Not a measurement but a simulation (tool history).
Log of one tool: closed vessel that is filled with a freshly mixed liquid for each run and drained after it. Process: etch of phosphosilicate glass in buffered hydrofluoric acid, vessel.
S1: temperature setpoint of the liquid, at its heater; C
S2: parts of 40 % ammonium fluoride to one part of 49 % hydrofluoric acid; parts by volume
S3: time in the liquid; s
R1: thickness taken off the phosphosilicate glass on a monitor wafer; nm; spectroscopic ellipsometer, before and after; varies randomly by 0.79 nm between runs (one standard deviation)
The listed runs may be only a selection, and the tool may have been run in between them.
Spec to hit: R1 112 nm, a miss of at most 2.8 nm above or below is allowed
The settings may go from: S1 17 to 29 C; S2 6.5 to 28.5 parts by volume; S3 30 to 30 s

run  hour    S1    S2  S3      R1
  1     0    21  17.5  30   89.73
  2   3.2    21  20.5  30  76.017
  3   9.1    23  20.5  30  86.315
  4  14.1    24  20.5  30   90.84
  5  17.5    25  20.5  30  96.189
  6  24.1    25    25  30   83.24
  7  27.8    26  24.5  30  90.892
  8  35.2    27  24.5  30  94.203
  9  36.5  27.5    24  30  98.432
 10  40.9    28  23.5  30  102.46

5 candidate next runs follow, results not yet known. Just one meets every target within its allowed miss. Identify it.
  A  45.3    29  26  30   ?
  B  45.3  27.5  25  30   ?
  C  45.3    29  21  30   ?
  D  45.3    29  22  30   ?
  E  45.3    27  21  30   ?

move      R1
   A  101.45
   B  96.169
   C  117.41
   D  113.73
   E  105.51
A: the biggest miss grows against the last run
B: the biggest miss grows against the last run
C: takes the biggest miss from the last run beyond its target
D: in spec on every target
E: nearer than the last run, and not there yet
The right move is D.

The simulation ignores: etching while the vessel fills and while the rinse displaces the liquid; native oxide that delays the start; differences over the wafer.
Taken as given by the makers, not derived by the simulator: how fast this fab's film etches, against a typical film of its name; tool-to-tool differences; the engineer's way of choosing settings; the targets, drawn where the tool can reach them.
